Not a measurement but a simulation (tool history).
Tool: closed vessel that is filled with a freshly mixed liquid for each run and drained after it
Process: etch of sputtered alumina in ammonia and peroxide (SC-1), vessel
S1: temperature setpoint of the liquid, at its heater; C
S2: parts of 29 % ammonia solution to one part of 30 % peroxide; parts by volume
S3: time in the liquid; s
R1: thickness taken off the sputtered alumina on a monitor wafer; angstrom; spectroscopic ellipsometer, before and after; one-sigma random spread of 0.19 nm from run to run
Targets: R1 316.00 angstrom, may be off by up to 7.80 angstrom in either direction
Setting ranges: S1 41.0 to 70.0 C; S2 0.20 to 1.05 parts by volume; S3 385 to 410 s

run,hour,S1,S2,S3,R1
1,0.0,57.0,0.55,385,164.65
2,0.6,57.0,0.55,410,176.48
3,2.9,61.5,0.55,410,222.66
4,6.0,61.5,0.55,410,222.31
5,8.8,63.0,0.55,410,238.82
6,16.8,63.0,0.70,410,243.64
7,23.0,64.0,0.70,410,253.54
8,30.4,64.0,0.70,410,257.42

4 next moves are on the table. One of them brings every result within its allowed miss. Which?
A,37.8,60.0,0.65,385,?
B,37.8,68.5,0.55,410,?
C,37.8,60.0,0.70,385,?
D,37.8,70.0,0.70,410,?

move,R1
A,196.02
B,314.02
C,197.40
D,345.34
A: lands further from the targets than the last run did
B: meets every target
C: lands further from the targets than the last run did
D: takes the result that was furthest off past its target
Go with B: it meets all targets.

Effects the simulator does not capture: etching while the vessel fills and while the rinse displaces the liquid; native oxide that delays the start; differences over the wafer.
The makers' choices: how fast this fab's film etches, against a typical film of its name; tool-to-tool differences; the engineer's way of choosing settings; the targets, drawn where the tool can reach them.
